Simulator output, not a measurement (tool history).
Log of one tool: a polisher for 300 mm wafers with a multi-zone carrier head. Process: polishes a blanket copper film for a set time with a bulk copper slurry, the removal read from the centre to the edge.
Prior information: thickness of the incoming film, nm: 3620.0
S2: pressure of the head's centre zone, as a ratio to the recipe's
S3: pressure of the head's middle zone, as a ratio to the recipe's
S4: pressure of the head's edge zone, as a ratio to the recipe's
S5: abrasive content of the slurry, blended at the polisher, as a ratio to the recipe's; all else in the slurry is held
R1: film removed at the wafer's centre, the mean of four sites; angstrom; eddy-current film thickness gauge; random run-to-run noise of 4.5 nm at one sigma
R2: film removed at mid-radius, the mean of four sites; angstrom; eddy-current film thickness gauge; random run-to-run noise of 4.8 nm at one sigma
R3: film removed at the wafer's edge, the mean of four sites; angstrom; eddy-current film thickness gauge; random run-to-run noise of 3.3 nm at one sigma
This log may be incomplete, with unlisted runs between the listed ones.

{"run": 1, "hour": 0.0, "flow of slurry (ml/min)": 185, "S2": 1.0, "S3": 1.0, "S4": 1.0, "S5": 1.0, "polishing time (s)": 58, "R1": 3479.7, "R2": 3536.9, "R3": 3555.5}
{"run": 2, "hour": 0.6, "flow of slurry (ml/min)": 180, "S2": 0.99, "S3": 1.01, "S4": 0.98, "S5": 0.95, "polishing time (s)": 58, "R1": 3346.5, "R2": 3512.8, "R3": 3390.8}
{"run": 3, "hour": 8.2, "flow of slurry (ml/min)": 175, "S2": 0.98, "S3": 1.01, "S4": 0.97, "S5": 0.95, "polishing time (s)": 58, "R1": 3277.0, "R2": 3412.3, "R3": 3383.0}
{"run": 4, "hour": 14.4, "flow of slurry (ml/min)": 175, "S2": 0.97, "S3": 1.02, "S4": 0.96, "S5": 0.95, "polishing time (s)": 58, "R1": 3244.9, "R2": 3527.5, "R3": 3356.5}
{"run": 5, "hour": 16.6, "flow of slurry (ml/min)": 175, "S2": 0.97, "S3": 1.02, "S4": 0.96, "S5": 1.05, "polishing time (s)": 58, "R1": 3443.0, "R2": 3668.9, "R3": 3495.0}
{"run": 6, "hour": 24.0, "flow of slurry (ml/min)": 170, "S2": 0.96, "S3": 1.02, "S4": 0.95, "S5": 1.05, "polishing time (s)": 58, "R1": 3323.6, "R2": 3590.2, "R3": 3422.5}
{"hour": 30.1, "done": "worn pad replaced by a new one"}
{"run": 7, "hour": 30.1, "flow of slurry (ml/min)": 165, "S2": 0.95, "S3": 1.02, "S4": 0.94, "S5": 1.05, "polishing time (s)": 58, "R1": 3699.3, "R2": 4034.9, "R3": 3750.9}
{"run": 8, "hour": 34.7, "flow of slurry (ml/min)": 180, "S2": 0.95, "S3": 1.03, "S4": 0.95, "S5": 1.05, "polishing time (s)": 58, "R1": 3780.5, "R2": 4042.9, "R3": 3793.0}
{"run": 9, "hour": 38.2, "flow of slurry (ml/min)": 170, "S2": 0.95, "S3": 1.03, "S4": 0.95, "S5": 1.05, "polishing time (s)": 58, "R1": 3704.3, "R2": 4168.4, "R3": 3874.2}
{"run": 10, "hour": 41.3, "flow of slurry (ml/min)": 155, "S2": 0.96, "S3": 1.03, "S4": 0.95, "S5": 1.0, "polishing time (s)": 58, "R1": 3660.6, "R2": 4007.4, "R3": 3683.8}

Run 11, settings as shown, results not yet in. Your forecast:
{"run": 11, "hour": 43.9, "flow of slurry (ml/min)": 125, "S2": 0.86, "S3": 0.98, "S4": 0.9, "S5": 0.75, "polishing time (s)": 56, "R1": "?", "R2": "?", "R3": "?"}

Logged for run 11: R1 2710.0 angstrom, R2 3283.0 angstrom, R3 3132.0 angstrom.
